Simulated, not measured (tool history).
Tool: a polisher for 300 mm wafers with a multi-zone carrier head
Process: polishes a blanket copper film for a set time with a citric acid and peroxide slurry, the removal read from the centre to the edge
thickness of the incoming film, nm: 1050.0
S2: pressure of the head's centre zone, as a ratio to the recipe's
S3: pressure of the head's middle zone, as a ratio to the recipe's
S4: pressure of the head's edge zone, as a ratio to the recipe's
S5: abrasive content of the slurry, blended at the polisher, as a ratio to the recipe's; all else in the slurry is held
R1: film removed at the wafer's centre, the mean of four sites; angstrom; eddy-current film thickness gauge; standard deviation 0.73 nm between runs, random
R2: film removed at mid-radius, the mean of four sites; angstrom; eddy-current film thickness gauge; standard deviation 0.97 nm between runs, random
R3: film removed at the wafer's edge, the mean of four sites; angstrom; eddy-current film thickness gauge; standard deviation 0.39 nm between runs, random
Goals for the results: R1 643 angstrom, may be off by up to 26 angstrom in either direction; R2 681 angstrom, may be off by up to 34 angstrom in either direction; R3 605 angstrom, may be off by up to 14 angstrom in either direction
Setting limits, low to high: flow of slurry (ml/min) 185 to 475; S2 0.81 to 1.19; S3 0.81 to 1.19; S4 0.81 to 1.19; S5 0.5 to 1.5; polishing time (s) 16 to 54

{"run": 1, "hour": 0.0, "flow of slurry (ml/min)": 305, "S2": 1, "S3": 1, "S4": 1, "S5": 1, "polishing time (s)": 35, "R1": 837.86, "R2": 865.86, "R3": 865.36}
{"run": 2, "hour": 8.1, "flow of slurry (ml/min)": 305, "S2": 1, "S3": 1, "S4": 1, "S5": 0.8, "polishing time (s)": 35, "R1": 791.15, "R2": 816.82, "R3": 822.64}
{"run": 3, "hour": 9.8, "flow of slurry (ml/min)": 305, "S2": 0.94, "S3": 1, "S4": 1, "S5": 0.8, "polishing time (s)": 35, "R1": 732.34, "R2": 808.01, "R3": 818.64}
{"run": 4, "hour": 14.2, "flow of slurry (ml/min)": 305, "S2": 1.02, "S3": 1, "S4": 1, "S5": 0.8, "polishing time (s)": 35, "R1": 804.57, "R2": 796.98, "R3": 822.38}
{"hour": 21.6, "done": "slurry nozzle cleaned"}
{"run": 5, "hour": 21.6, "flow of slurry (ml/min)": 305, "S2": 1.02, "S3": 1, "S4": 1.08, "S5": 0.8, "polishing time (s)": 35, "R1": 822.36, "R2": 845.57, "R3": 882.84}
{"run": 6, "hour": 28.9, "flow of slurry (ml/min)": 305, "S2": 1.02, "S3": 1.02, "S4": 1.04, "S5": 0.75, "polishing time (s)": 34, "R1": 790.07, "R2": 825.13, "R3": 820.8}
{"run": 7, "hour": 29.6, "flow of slurry (ml/min)": 305, "S2": 1.02, "S3": 1.03, "S4": 1.01, "S5": 0.7, "polishing time (s)": 34, "R1": 770.85, "R2": 828.93, "R3": 798.34}
{"run": 8, "hour": 33.3, "flow of slurry (ml/min)": 305, "S2": 1.02, "S3": 1.03, "S4": 0.98, "S5": 0.65, "polishing time (s)": 33, "R1": 749.53, "R2": 765.3, "R3": 750.67}
{"run": 9, "hour": 40.1, "flow of slurry (ml/min)": 305, "S2": 1.01, "S3": 1.04, "S4": 0.96, "S5": 0.65, "polishing time (s)": 33, "R1": 741.47, "R2": 785.88, "R3": 740.2}

Consider the 4 candidate settings below. Which is the only one whose results all fall within their allowed miss of target?
{"run": "A", "hour": 46.9, "flow of slurry (ml/min)": 250, "S2": 1.09, "S3": 1.06, "S4": 0.86, "S5": 0.55, "polishing time (s)": 41, "R1": "?", "R2": "?", "R3": "?"}
{"run": "B", "hour": 46.9, "flow of slurry (ml/min)": 360, "S2": 0.99, "S3": 1.14, "S4": 1, "S5": 0.55, "polishing time (s)": 27, "R1": "?", "R2": "?", "R3": "?"}
{"run": "C", "hour": 46.9, "flow of slurry (ml/min)": 400, "S2": 1.16, "S3": 1.08, "S4": 0.88, "S5": 0.8, "polishing time (s)": 26, "R1": "?", "R2": "?", "R3": "?"}
{"run": "D", "hour": 46.9, "flow of slurry (ml/min)": 255, "S2": 1.07, "S3": 1.11, "S4": 0.92, "S5": 0.85, "polishing time (s)": 26, "R1": "?", "R2": "?", "R3": "?"}

move=A R1=932.55 R2=901.62 R3=833.32
move=B R1=582.56 R2=657.65 R3=606.07
move=C R1=729.54 R2=669.51 R3=608.47
move=D R1=649.45 R2=665.04 R3=608.56
A: the biggest miss grows against the last run
B: corrects the largest miss of the last run, while another result sits out of spec
C: corrects the largest miss of the last run, while another result sits out of spec
D: all results land within tolerance of their targets
Move D is the one to make.
